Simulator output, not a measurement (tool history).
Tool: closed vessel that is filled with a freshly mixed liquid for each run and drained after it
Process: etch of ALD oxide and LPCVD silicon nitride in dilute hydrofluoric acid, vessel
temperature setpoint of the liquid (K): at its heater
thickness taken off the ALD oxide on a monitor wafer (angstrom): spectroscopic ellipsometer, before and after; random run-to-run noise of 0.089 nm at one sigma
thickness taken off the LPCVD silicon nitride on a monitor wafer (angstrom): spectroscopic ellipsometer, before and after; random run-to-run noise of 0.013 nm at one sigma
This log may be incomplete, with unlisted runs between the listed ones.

run,hour,temperature setpoint of the liquid (K),parts of water to one part of 49 % hydrofluoric acid (parts by volume),time in the liquid (s),thickness taken off the ALD oxide on a monitor wafer (angstrom),thickness taken off the LPCVD silicon nitride on a monitor wafer (angstrom)
1,0,296.15,45,60,252.17,6.5341
2,6.5,293.65,45,60,224.2,5.5245
3,8.9,293.65,50,60,200.89,4.6511
4,13.4,296.15,50,60,222.38,5.5296
5,20.4,296.15,55,55,186.48,4.7017
6,26.9,296.15,60,50,154.13,4.1328

The next listed run, before its measurement:
7,31.8,295.65,60,50,?,?

For run 7 the tool returned thickness taken off the ALD oxide on a monitor wafer (angstrom) 150.62, thickness taken off the LPCVD silicon nitride on a monitor wafer (angstrom) 3.9946.
